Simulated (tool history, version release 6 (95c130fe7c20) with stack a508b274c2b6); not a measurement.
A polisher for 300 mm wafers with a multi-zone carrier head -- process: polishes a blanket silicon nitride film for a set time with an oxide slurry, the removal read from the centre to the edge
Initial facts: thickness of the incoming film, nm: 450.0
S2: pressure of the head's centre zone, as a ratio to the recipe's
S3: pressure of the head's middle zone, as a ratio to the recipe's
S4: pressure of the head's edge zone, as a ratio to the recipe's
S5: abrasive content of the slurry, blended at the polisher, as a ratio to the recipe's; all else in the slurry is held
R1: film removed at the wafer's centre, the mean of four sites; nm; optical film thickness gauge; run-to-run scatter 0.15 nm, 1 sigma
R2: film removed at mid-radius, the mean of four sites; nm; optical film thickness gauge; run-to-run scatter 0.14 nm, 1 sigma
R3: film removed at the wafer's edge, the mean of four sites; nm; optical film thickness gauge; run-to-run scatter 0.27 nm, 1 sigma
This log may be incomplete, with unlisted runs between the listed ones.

{"run": 1, "day": 0.0, "flow of slurry (ml/min)": 140, "S2": 1, "S3": 1, "S4": 1, "S5": 1, "polishing time (s)": 36, "R1": 18.829, "R2": 18.341, "R3": 19.822}
{"run": 2, "day": 0.225, "flow of slurry (ml/min)": 160, "S2": 1, "S3": 1.03, "S4": 0.99, "S5": 1, "polishing time (s)": 36, "R1": 19.415, "R2": 19.049, "R3": 19.938}
{"run": 3, "day": 0.529, "flow of slurry (ml/min)": 175, "S2": 1, "S3": 1.07, "S4": 0.99, "S5": 1, "polishing time (s)": 36, "R1": 19.826, "R2": 20.31, "R3": 20.785}
{"run": 4, "day": 0.833, "flow of slurry (ml/min)": 185, "S2": 1.01, "S3": 1.09, "S4": 0.96, "S5": 1, "polishing time (s)": 36, "R1": 20.401, "R2": 20.681, "R3": 20.142}
{"day": 0.908, "done": "edge zone pressure recalibrated"}
{"run": 5, "day": 0.908, "flow of slurry (ml/min)": 185, "S2": 1.08, "S3": 1.09, "S4": 0.96, "S5": 1, "polishing time (s)": 36, "R1": 21.745, "R2": 20.565, "R3": 19.355}
{"run": 6, "day": 0.979, "flow of slurry (ml/min)": 190, "S2": 1.07, "S3": 1.11, "S4": 0.97, "S5": 1, "polishing time (s)": 36, "R1": 21.563, "R2": 21.158, "R3": 19.195}

Run 7 is up next; what results do you expect?
{"run": 7, "day": 1.092, "flow of slurry (ml/min)": 195, "S2": 1.05, "S3": 1.11, "S4": 0.98, "S5": 1, "polishing time (s)": 36, "R1": "?", "R2": "?", "R3": "?"}

{"run 7": {"R1": 21.449, "R2": 20.996, "R3": 19.226}}
